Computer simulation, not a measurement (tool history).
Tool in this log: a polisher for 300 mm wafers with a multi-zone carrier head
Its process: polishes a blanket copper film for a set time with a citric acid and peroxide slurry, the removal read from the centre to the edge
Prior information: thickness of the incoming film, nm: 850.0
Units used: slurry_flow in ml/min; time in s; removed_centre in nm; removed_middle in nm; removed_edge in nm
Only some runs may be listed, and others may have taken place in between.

run	hour	slurry_flow	centre_zone	middle_zone	edge_zone	slurry_solids	time	removed_centre	removed_middle	removed_edge
1	0	230	1	1	1	1	76	289.31	278.8	285.9
2	3.3	235	1.02	0.99	1.02	1.05	78	304.91	292.21	302.49
3	5.2	235	1.02	0.99	1.07	1.05	78	305.04	287.93	307.67
4	9.4	235	1.02	0.99	1.07	1.2	78	316.04	303.91	321.79
5	16.7	275	1.02	0.99	1.07	1.2	78	321.14	310.81	329.51
6	19.3	220	1.02	0.99	1.07	1.2	78	319.37	297.43	316.36
7	27.4	250	1.12	0.95	1.17	1.45	91	427.43	368.09	412.46
8	30	250	1.13	0.95	1.17	1.45	91	430.62	358.19	405.35

Expected results for the next run?
9	38.2	255	1.14	0.95	1.17	1.45	91	?	?	?

removed_centre: 434.99 nm
removed_middle: 359.33 nm
removed_edge: 407.76 nm

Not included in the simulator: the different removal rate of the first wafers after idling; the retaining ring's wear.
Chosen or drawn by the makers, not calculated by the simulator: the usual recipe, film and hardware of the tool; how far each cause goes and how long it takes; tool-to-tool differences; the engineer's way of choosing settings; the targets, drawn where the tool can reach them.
